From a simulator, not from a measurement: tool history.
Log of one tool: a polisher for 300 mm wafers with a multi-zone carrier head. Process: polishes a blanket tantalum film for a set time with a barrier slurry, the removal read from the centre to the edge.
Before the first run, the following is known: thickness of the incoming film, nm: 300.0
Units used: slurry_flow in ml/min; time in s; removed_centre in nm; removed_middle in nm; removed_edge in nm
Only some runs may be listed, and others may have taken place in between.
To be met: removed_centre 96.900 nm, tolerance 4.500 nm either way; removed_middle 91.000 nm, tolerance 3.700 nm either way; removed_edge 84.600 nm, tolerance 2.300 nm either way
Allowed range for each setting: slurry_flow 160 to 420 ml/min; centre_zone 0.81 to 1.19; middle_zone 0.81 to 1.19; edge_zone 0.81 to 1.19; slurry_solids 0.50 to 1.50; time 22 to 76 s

{"run": 1, "hour": 0.0, "slurry_flow": 270, "centre_zone": 1.0, "middle_zone": 1.0, "edge_zone": 1.0, "slurry_solids": 1.0, "time": 49, "removed_centre": 122.29, "removed_middle": 126.5, "removed_edge": 128.74}
{"run": 2, "hour": 7.4, "slurry_flow": 270, "centre_zone": 1.08, "middle_zone": 1.0, "edge_zone": 1.0, "slurry_solids": 1.0, "time": 49, "removed_centre": 134.29, "removed_middle": 131.25, "removed_edge": 129.32}
{"run": 3, "hour": 14.0, "slurry_flow": 270, "centre_zone": 1.08, "middle_zone": 1.0, "edge_zone": 0.98, "slurry_solids": 0.95, "time": 48, "removed_centre": 131.33, "removed_middle": 123.99, "removed_edge": 123.99}
{"run": 4, "hour": 21.0, "slurry_flow": 270, "centre_zone": 1.03, "middle_zone": 1.0, "edge_zone": 0.98, "slurry_solids": 0.95, "time": 48, "removed_centre": 124.61, "removed_middle": 124.36, "removed_edge": 122.34}
{"run": 5, "hour": 29.8, "slurry_flow": 270, "centre_zone": 1.03, "middle_zone": 1.0, "edge_zone": 0.98, "slurry_solids": 0.95, "time": 59, "removed_centre": 153.24, "removed_middle": 153.77, "removed_edge": 151.71}
{"run": 6, "hour": 34.6, "slurry_flow": 240, "centre_zone": 1.03, "middle_zone": 1.0, "edge_zone": 0.98, "slurry_solids": 0.95, "time": 59, "removed_centre": 147.46, "removed_middle": 152.23, "removed_edge": 150.97}
{"run": 7, "hour": 40.0, "slurry_flow": 240, "centre_zone": 1.03, "middle_zone": 1.0, "edge_zone": 0.98, "slurry_solids": 0.95, "time": 59, "removed_centre": 152.84, "removed_middle": 146.02, "removed_edge": 150.8}
{"run": 8, "hour": 44.5, "slurry_flow": 250, "centre_zone": 1.09, "middle_zone": 1.05, "edge_zone": 0.88, "slurry_solids": 0.7, "time": 45, "removed_centre": 106.59, "removed_middle": 107.26, "removed_edge": 96.997}
{"run": 9, "hour": 51.7, "slurry_flow": 235, "centre_zone": 1.12, "middle_zone": 0.97, "edge_zone": 0.81, "slurry_solids": 0.5, "time": 43, "removed_centre": 91.877, "removed_middle": 81.512, "removed_edge": 76.174}
{"run": 10, "hour": 54.8, "slurry_flow": 245, "centre_zone": 1.12, "middle_zone": 0.98, "edge_zone": 0.82, "slurry_solids": 0.5, "time": 43, "removed_centre": 89.731, "removed_middle": 79.957, "removed_edge": 76.266}
{"run": 11, "hour": 61.4, "slurry_flow": 245, "centre_zone": 1.12, "middle_zone": 0.99, "edge_zone": 0.83, "slurry_solids": 0.5, "time": 43, "removed_centre": 90.198, "removed_middle": 82.037, "removed_edge": 76.008}
{"run": 12, "hour": 70.0, "slurry_flow": 245, "centre_zone": 1.12, "middle_zone": 0.99, "edge_zone": 0.84, "slurry_solids": 0.5, "time": 43, "removed_centre": 88.496, "removed_middle": 81.195, "removed_edge": 77.782}
{"run": 13, "hour": 76.2, "slurry_flow": 245, "centre_zone": 1.13, "middle_zone": 1.0, "edge_zone": 0.84, "slurry_solids": 0.5, "time": 43, "removed_centre": 91.928, "removed_middle": 80.035, "removed_edge": 76.976}
{"run": 14, "hour": 81.5, "slurry_flow": 245, "centre_zone": 1.13, "middle_zone": 1.0, "edge_zone": 0.84, "slurry_solids": 0.5, "time": 43, "removed_centre": 91.734, "removed_middle": 81.08, "removed_edge": 76.775}
{"run": 15, "hour": 88.0, "slurry_flow": 245, "centre_zone": 1.13, "middle_zone": 1.01, "edge_zone": 0.85, "slurry_solids": 0.5, "time": 43, "removed_centre": 91.263, "removed_middle": 83.264, "removed_edge": 78.087}
{"run": 16, "hour": 94.7, "slurry_flow": 245, "centre_zone": 1.13, "middle_zone": 1.02, "edge_zone": 0.86, "slurry_solids": 0.5, "time": 43, "removed_centre": 91.39, "removed_middle": 83.9, "removed_edge": 77.255}
{"run": 17, "hour": 102.1, "slurry_flow": 250, "centre_zone": 1.13, "middle_zone": 1.02, "edge_zone": 0.87, "slurry_solids": 0.5, "time": 43, "removed_centre": 93.972, "removed_middle": 83.018, "removed_edge": 78.444}
{"run": 18, "hour": 107.3, "slurry_flow": 250, "centre_zone": 1.13, "middle_zone": 1.02, "edge_zone": 0.87, "slurry_solids": 0.5, "time": 43, "removed_centre": 92.413, "removed_middle": 83.203, "removed_edge": 79.108}
{"run": 19, "hour": 107.9, "slurry_flow": 250, "centre_zone": 1.13, "middle_zone": 1.03, "edge_zone": 0.88, "slurry_solids": 0.5, "time": 43, "removed_centre": 91.895, "removed_middle": 84.444, "removed_edge": 78.67}
{"run": 20, "hour": 116.8, "slurry_flow": 255, "centre_zone": 1.13, "middle_zone": 1.03, "edge_zone": 0.89, "slurry_solids": 0.5, "time": 43, "removed_centre": 90.543, "removed_middle": 84.219, "removed_edge": 78.548}

Next run, 4 choices. One meets every target within its allowed miss, the rest don't. Which?
{"run": "A", "hour": 125.7, "slurry_flow": 250, "centre_zone": 1.15, "middle_zone": 1.06, "edge_zone": 0.94, "slurry_solids": 0.6, "time": 41, "removed_centre": "?", "removed_middle": "?", "removed_edge": "?"}
{"run": "B", "hour": 125.7, "slurry_flow": 300, "centre_zone": 0.99, "middle_zone": 1.02, "edge_zone": 0.84, "slurry_solids": 0.55, "time": 43, "removed_centre": "?", "removed_middle": "?", "removed_edge": "?"}
{"run": "C", "hour": 125.7, "slurry_flow": 250, "centre_zone": 1.15, "middle_zone": 1.02, "edge_zone": 0.9, "slurry_solids": 0.5, "time": 40, "removed_centre": "?", "removed_middle": "?", "removed_edge": "?"}
{"run": "D", "hour": 125.7, "slurry_flow": 215, "centre_zone": 1.13, "middle_zone": 0.93, "edge_zone": 1.0, "slurry_solids": 0.55, "time": 44, "removed_centre": "?", "removed_middle": "?", "removed_edge": "?"}

move=A removed_centre=97.282 removed_middle=91.739 removed_edge=85.169
move=B removed_centre=85.658 removed_middle=90.840 removed_edge=82.369
move=C removed_centre=86.124 removed_middle=78.633 removed_edge=73.958
move=D removed_centre=96.109 removed_middle=82.860 removed_edge=89.016
A: hits every target within its allowed miss
B: meets the target for the result that was furthest off, but another lies outside its allowed miss
C: lands further from the targets than the last run did
D: pushes the last run's worst result past its target
The move that meets every target is A.

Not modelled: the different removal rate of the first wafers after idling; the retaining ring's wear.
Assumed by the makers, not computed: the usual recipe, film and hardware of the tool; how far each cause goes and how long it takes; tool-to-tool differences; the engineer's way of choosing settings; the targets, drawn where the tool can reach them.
